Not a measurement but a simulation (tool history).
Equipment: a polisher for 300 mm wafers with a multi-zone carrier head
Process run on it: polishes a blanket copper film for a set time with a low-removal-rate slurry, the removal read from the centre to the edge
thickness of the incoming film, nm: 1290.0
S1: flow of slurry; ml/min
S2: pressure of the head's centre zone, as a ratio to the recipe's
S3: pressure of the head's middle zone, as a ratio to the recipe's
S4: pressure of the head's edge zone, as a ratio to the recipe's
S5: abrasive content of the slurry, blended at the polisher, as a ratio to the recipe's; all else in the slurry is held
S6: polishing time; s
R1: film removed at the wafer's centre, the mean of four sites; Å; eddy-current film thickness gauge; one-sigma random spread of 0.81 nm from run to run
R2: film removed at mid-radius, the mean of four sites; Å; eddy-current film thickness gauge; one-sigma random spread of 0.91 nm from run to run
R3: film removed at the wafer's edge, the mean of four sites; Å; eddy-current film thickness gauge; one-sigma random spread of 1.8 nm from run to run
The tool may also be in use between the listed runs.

Run 1, hour 0.0: S1 205 ml/min, S2 1.00, S3 1.00, S4 1.00, S5 1.00, S6 48 s. Result: R1 2179.0 Å, R2 2139.1 Å, R3 2220.0 Å.
Run 2, hour 5.7: S1 205 ml/min, S2 1.00, S3 1.00, S4 1.00, S5 1.10, S6 48 s. Result: R1 2190.1 Å, R2 2192.6 Å, R3 2261.0 Å.
Run 3, hour 13.8: S1 205 ml/min, S2 1.00, S3 1.00, S4 1.00, S5 0.95, S6 48 s. Result: R1 2158.6 Å, R2 2099.4 Å, R3 2160.6 Å.
Run 4, hour 21.2: S1 205 ml/min, S2 0.96, S3 1.00, S4 1.00, S5 0.95, S6 48 s. Result: R1 2066.2 Å, R2 2053.4 Å, R3 2102.5 Å.
Run 5, hour 26.4: S1 205 ml/min, S2 0.96, S3 0.96, S4 1.00, S5 0.95, S6 48 s. Result: R1 2084.9 Å, R2 2035.2 Å, R3 2160.2 Å.
Run 6, hour 28.7: S1 190 ml/min, S2 0.93, S3 0.92, S4 0.98, S5 0.80, S6 43 s. Result: R1 1699.2 Å, R2 1664.0 Å, R3 1822.9 Å.
Run 7, hour 35.0: S1 190 ml/min, S2 0.94, S3 0.89, S4 0.95, S5 0.70, S6 40 s. Result: R1 1534.1 Å, R2 1446.9 Å, R3 1575.2 Å.

What does the tool deliver on the next run?
Run 8, hour 38.8: S1 140 ml/min, S2 0.93, S3 0.81, S4 0.92, S5 0.50, S6 37 s. Result: R1 ?, R2 ?, R3 ?.

{"run 8": {"R1": 1198.2, "R2": 1051.0, "R3": 1276.6}}

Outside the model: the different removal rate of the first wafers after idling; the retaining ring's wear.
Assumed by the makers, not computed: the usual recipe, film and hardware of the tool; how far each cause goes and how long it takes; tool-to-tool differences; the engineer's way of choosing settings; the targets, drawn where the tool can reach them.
